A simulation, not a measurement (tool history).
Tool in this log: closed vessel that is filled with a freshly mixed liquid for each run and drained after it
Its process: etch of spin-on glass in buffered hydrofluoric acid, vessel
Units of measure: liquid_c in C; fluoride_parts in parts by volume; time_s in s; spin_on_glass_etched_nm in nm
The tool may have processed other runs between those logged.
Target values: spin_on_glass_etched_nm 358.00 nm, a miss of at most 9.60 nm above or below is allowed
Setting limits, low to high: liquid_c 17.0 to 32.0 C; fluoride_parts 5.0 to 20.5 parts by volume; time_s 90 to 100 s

Run 1, hour 0.0: liquid_c 24.0 C, fluoride_parts 12.5 parts by volume, time_s 90 s. Result: spin_on_glass_etched_nm 184.72 nm.
Run 2, hour 1.2: liquid_c 24.0 C, fluoride_parts 12.5 parts by volume, time_s 100 s. Result: spin_on_glass_etched_nm 206.75 nm.
Run 3, hour 9.9: liquid_c 26.0 C, fluoride_parts 12.0 parts by volume, time_s 100 s. Result: spin_on_glass_etched_nm 237.80 nm.
Run 4, hour 19.0: liquid_c 23.0 C, fluoride_parts 12.0 parts by volume, time_s 100 s. Result: spin_on_glass_etched_nm 201.42 nm.
Run 5, hour 21.1: liquid_c 23.0 C, fluoride_parts 12.0 parts by volume, time_s 100 s. Result: spin_on_glass_etched_nm 200.73 nm.
Run 6, hour 27.9: liquid_c 25.5 C, fluoride_parts 11.5 parts by volume, time_s 100 s. Result: spin_on_glass_etched_nm 244.38 nm.
Run 7, hour 31.0: liquid_c 27.5 C, fluoride_parts 11.5 parts by volume, time_s 100 s. Result: spin_on_glass_etched_nm 266.83 nm.
Run 8, hour 32.4: liquid_c 28.5 C, fluoride_parts 11.0 parts by volume, time_s 100 s. Result: spin_on_glass_etched_nm 297.67 nm.
Run 9, hour 39.6: liquid_c 29.5 C, fluoride_parts 11.0 parts by volume, time_s 100 s. Result: spin_on_glass_etched_nm 314.05 nm.
Run 10, hour 44.5: liquid_c 30.0 C, fluoride_parts 11.0 parts by volume, time_s 100 s. Result: spin_on_glass_etched_nm 322.74 nm.

Consider the 4 candidate settings below. Which is the only one whose results all fall within their allowed miss of target?
Run A, hour 49.4: liquid_c 30.5 C, fluoride_parts 10.0 parts by volume, time_s 95 s. Result: spin_on_glass_etched_nm ?.
Run B, hour 49.4: liquid_c 31.5 C, fluoride_parts 11.0 parts by volume, time_s 95 s. Result: spin_on_glass_etched_nm ?.
Run C, hour 49.4: liquid_c 30.0 C, fluoride_parts 10.0 parts by volume, time_s 95 s. Result: spin_on_glass_etched_nm ?.
Run D, hour 49.4: liquid_c 31.0 C, fluoride_parts 10.5 parts by volume, time_s 100 s. Result: spin_on_glass_etched_nm ?.

move  spin_on_glass_etched_nm
   A                   339.69
   B                   326.20
   C                   330.91
   D                   350.03
A: better than the last run, though not everything is in spec
B: better than the last run, though not everything is in spec
C: better than the last run, though not everything is in spec
D: each result inside its tolerance
D meets every target.
